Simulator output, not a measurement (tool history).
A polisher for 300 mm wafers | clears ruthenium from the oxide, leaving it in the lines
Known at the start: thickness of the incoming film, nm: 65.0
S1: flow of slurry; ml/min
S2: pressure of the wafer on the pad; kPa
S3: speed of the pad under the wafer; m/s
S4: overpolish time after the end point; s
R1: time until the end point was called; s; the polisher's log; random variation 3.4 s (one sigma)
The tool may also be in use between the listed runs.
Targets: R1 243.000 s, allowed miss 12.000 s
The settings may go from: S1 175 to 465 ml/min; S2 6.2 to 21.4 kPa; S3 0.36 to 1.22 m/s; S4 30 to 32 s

| run | hour | S1 | S2 | S3 | S4 | R1 |
|---|---|---|---|---|---|---|
| 1 | 0.0 | 295 | 13.8 | 0.78 | 30 | 71.957 |
| 2 | 4.0 | 255 | 11.0 | 0.64 | 30 | 109.390 |
| 3 | 9.8 | 255 | 11.0 | 0.80 | 30 | 87.300 |
| 4 | 12.6 | 255 | 9.0 | 0.80 | 30 | 108.380 |
| 5 | 15.3 | 255 | 8.3 | 0.64 | 30 | 145.280 |
| 6 | 17.1 | 255 | 8.3 | 0.64 | 30 | 147.330 |
| 7 | 18.2 | 255 | 7.6 | 0.58 | 30 | 174.930 |
| 8 | 22.7 | 250 | 6.2 | 0.42 | 30 | 277.900 |

5 next moves are on the table. One of them brings every result within its allowed miss. Which?
| A | 27.2 | 255 | 6.9 | 0.52 | 30 | ? |
| B | 27.2 | 225 | 6.2 | 0.36 | 30 | ? |
| C | 27.2 | 270 | 6.2 | 0.40 | 32 | ? |
| D | 27.2 | 225 | 6.2 | 0.50 | 30 | ? |
| E | 27.2 | 175 | 6.2 | 0.36 | 32 | ? |

| move | R1 |
|---|---|
| A | 201.910 |
| B | 317.960 |
| C | 283.000 |
| D | 234.470 |
| E | 328.630 |
A: takes the result that was furthest off past its target
B: further off than the last run
C: further off than the last run
D: meets every target
E: further off than the last run
The right move is D.

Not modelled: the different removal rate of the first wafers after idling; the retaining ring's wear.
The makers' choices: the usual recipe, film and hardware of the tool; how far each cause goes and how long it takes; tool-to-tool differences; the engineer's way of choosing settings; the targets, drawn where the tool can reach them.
